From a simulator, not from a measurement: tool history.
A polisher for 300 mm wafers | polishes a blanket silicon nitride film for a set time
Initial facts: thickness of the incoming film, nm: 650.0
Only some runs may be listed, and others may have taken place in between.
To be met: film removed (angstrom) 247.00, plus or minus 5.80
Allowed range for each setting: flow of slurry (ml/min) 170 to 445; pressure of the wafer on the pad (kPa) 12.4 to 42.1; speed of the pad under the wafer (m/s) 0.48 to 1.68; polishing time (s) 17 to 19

| run | day | flow of slurry (ml/min) | pressure of the wafer on the pad (kPa) | speed of the pad under the wafer (m/s) | polishing time (s) | film removed (angstrom) |
|---|---|---|---|---|---|---|
| 1 | 0.000 | 285 | 26.9 | 1.08 | 19 | 468.28 |
| 2 | 0.054 | 280 | 22.1 | 1.04 | 19 | 375.24 |
| 3 | 0.267 | 280 | 16.5 | 1.04 | 19 | 288.46 |
| 4 | 0.521 | 280 | 16.5 | 1.20 | 19 | 322.64 |
| 5 | 0.642 | 275 | 15.2 | 1.16 | 19 | 291.32 |
| 6 | 0.717 | 275 | 15.2 | 1.16 | 19 | 293.98 |
| 7 | 0.758 | 270 | 14.5 | 1.14 | 19 | 279.23 |
| 8 | 0.912 | 255 | 13.8 | 1.14 | 19 | 264.10 |
| 9 | 1.221 | 240 | 13.8 | 1.14 | 19 | 261.87 |
| 10 | 1.471 | 225 | 13.8 | 1.14 | 19 | 263.88 |
| 11 | 1.625 | 225 | 12.4 | 1.12 | 19 | 235.74 |

5 next moves are on the table. One of them brings every result within its allowed miss. Which?
| A | 1.779 | 215 | 15.9 | 1.00 | 19 | ? |
| B | 1.779 | 220 | 14.5 | 1.08 | 19 | ? |
| C | 1.779 | 225 | 13.8 | 1.20 | 17 | ? |
| D | 1.779 | 275 | 13.1 | 1.00 | 19 | ? |
| E | 1.779 | 170 | 15.2 | 1.24 | 17 | ? |

| move | film removed (angstrom) |
|---|---|
| A | 266.57 |
| B | 262.39 |
| C | 245.30 |
| D | 229.92 |
| E | 267.93 |
A: carries the result that was furthest off beyond its target, to the other side
B: carries the result that was furthest off beyond its target, to the other side
C: every result within its allowed miss
D: the biggest miss grows against the last run
E: carries the result that was furthest off beyond its target, to the other side
Answer: C
